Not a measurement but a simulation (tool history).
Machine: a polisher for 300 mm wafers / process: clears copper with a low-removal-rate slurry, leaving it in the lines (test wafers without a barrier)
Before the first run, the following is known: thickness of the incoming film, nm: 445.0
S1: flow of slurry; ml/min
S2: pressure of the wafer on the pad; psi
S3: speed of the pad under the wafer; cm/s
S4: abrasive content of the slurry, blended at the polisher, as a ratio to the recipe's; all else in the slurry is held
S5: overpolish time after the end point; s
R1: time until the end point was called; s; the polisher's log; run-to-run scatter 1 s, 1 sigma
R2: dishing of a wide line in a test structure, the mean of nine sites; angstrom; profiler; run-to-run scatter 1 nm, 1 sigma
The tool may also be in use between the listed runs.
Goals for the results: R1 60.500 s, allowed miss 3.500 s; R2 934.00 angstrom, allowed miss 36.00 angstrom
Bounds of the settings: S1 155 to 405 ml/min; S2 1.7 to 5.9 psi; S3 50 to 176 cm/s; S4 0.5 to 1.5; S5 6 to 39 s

run  hour   S1   S2   S3   S4  S5      R1      R2
  1   0.0  260  3.8  112  1.0  20  86.418  563.28
  2   5.3  260  3.8  112  1.0  28  86.035  727.54
  3   9.9  260  3.8  112  1.1  28  85.598  728.61
  4  11.0  260  4.1  112  1.1  28  78.207  777.17
  5  14.3  260  3.3  112  1.1  28  94.662  651.65
  6  16.4  260  3.8  112  1.1  28  84.265  730.80
  7  20.3  260  4.1  112  1.1  28  78.268  781.97
  8  23.7  260  4.3  112  1.1  28  74.379  806.46
  9  30.3  260  4.5  112  1.1  28  71.518  822.83
 10  33.6  260  4.7  112  1.1  28  68.370  877.49
 11  36.5  260  4.8  112  1.1  28  68.552  866.66
 12  43.4  260  4.9  112  1.1  28  63.452  865.47

Of the 4 settings listed for the next run, only one would bring every result within its allowed miss of target. Which one?
  A  50.3  260  5.3  114  1.0  28   ?   ?
  B  50.3  310  5.6  106  1.0  22   ?   ?
  C  50.3  245  4.0  126  1.3  33   ?   ?
  D  50.3  195  4.7  130  0.8  26   ?   ?

move      R1      R2
   A  59.925  925.44
   B  60.052  799.18
   C  68.519  907.48
   D  63.348  844.43
A: in spec on every target
B: its largest miss is bigger than the last run's
C: brings the result that was furthest off to its target, and leaves another outside
D: its largest miss is bigger than the last run's
A is the move that brings every result within its allowed miss.
